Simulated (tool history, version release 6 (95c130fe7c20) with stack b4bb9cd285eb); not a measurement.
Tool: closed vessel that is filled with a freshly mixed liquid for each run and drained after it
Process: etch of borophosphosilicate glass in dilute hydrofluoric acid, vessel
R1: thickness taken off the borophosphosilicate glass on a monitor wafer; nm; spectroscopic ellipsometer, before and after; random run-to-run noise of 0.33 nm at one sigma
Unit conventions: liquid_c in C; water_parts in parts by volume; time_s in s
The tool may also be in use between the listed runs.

run 1 hour=0.0 | liquid_c=24.0 water_parts=155 time_s=40 | R1=14.891
run 2 hour=6.9 | liquid_c=26.0 water_parts=125 time_s=40 | R1=20.856
run 3 hour=15.7 | liquid_c=27.5 water_parts=110 time_s=40 | R1=25.547
run 4 hour=20.7 | liquid_c=29.0 water_parts=100 time_s=40 | R1=30.171
run 5 hour=24.3 | liquid_c=29.0 water_parts=60 time_s=40 | R1=52.559
run 6 hour=29.0 | liquid_c=29.0 water_parts=60 time_s=30 | R1=40.012
run 7 hour=32.7 | liquid_c=29.5 water_parts=60 time_s=30 | R1=40.409
run 8 hour=35.9 | liquid_c=29.5 water_parts=60 time_s=30 | R1=40.083

Run 9 has not been measured yet. What should we expect?
run 9 hour=38.8 | liquid_c=30.0 water_parts=60 time_s=30 | R1=?

R1: 40.851 nm
